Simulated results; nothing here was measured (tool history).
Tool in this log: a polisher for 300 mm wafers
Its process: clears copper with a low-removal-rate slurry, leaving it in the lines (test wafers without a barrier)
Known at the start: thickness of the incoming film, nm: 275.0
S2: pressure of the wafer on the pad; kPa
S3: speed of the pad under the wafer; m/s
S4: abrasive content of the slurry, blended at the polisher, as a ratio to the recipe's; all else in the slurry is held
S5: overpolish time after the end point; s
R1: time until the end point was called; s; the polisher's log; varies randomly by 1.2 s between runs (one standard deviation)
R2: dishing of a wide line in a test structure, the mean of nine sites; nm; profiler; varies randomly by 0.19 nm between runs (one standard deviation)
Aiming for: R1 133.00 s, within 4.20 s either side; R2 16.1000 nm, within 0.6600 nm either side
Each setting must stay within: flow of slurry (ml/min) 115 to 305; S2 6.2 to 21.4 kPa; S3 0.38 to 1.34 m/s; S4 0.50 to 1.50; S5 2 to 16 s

Run 1, day 0.000: flow of slurry (ml/min) 195, S2 13.8 kPa, S3 0.86 m/s, S4 1.00, S5 8 s. Result: R1 199.42 s, R2 8.8094 nm.
Run 2, day 0.246: flow of slurry (ml/min) 195, S2 14.5 kPa, S3 0.86 m/s, S4 1.00, S5 8 s. Result: R1 187.75 s, R2 9.2883 nm.
Run 3, day 0.592: flow of slurry (ml/min) 195, S2 14.5 kPa, S3 0.86 m/s, S4 1.00, S5 11 s. Result: R1 193.36 s, R2 12.5140 nm.
Run 4, day 0.721: flow of slurry (ml/min) 195, S2 14.5 kPa, S3 1.00 m/s, S4 1.00, S5 11 s. Result: R1 163.96 s, R2 14.4480 nm.
Run 5, day 0.871: flow of slurry (ml/min) 195, S2 14.5 kPa, S3 1.00 m/s, S4 0.80, S5 11 s. Result: R1 173.53 s, R2 13.6960 nm.
Run 6, day 1.167: flow of slurry (ml/min) 200, S2 14.5 kPa, S3 1.00 m/s, S4 0.80, S5 11 s. Result: R1 170.50 s, R2 13.6300 nm.
Run 7, day 1.292: flow of slurry (ml/min) 205, S2 14.5 kPa, S3 1.00 m/s, S4 0.80, S5 11 s. Result: R1 171.39 s, R2 14.0190 nm.
Run 8, day 1.362: flow of slurry (ml/min) 210, S2 14.5 kPa, S3 1.00 m/s, S4 0.80, S5 11 s. Result: R1 170.54 s, R2 14.0160 nm.
Run 9, day 1.671: flow of slurry (ml/min) 215, S2 14.5 kPa, S3 1.00 m/s, S4 0.80, S5 11 s. Result: R1 169.56 s, R2 13.7810 nm.
Run 10, day 1.967: flow of slurry (ml/min) 220, S2 14.5 kPa, S3 1.00 m/s, S4 0.80, S5 11 s. Result: R1 171.17 s, R2 13.9610 nm.

4 candidate next runs follow, results not yet known. Just one meets every target within its allowed miss. Identify it.
Run A, day 2.262: flow of slurry (ml/min) 215, S2 13.1 kPa, S3 0.82 m/s, S4 0.65, S5 12 s. Result: R1 ?, R2 ?.
Run B, day 2.262: flow of slurry (ml/min) 255, S2 18.6 kPa, S3 1.14 m/s, S4 0.75, S5 9 s. Result: R1 ?, R2 ?.
Run C, day 2.262: flow of slurry (ml/min) 235, S2 13.8 kPa, S3 0.88 m/s, S4 0.70, S5 12 s. Result: R1 ?, R2 ?.
Run D, day 2.262: flow of slurry (ml/min) 215, S2 15.9 kPa, S3 1.16 m/s, S4 0.85, S5 10 s. Result: R1 ?, R2 ?.

move      R1       R2
   A  237.59  10.7210
   B  117.37  16.0600
   C  206.49  12.2700
   D  133.41  15.6620
A: its largest miss is bigger than the last run's
B: moves the result that the last run missed by most past its target, out the other side
C: its largest miss is bigger than the last run's
D: every result lands within tolerance
The right move is D.
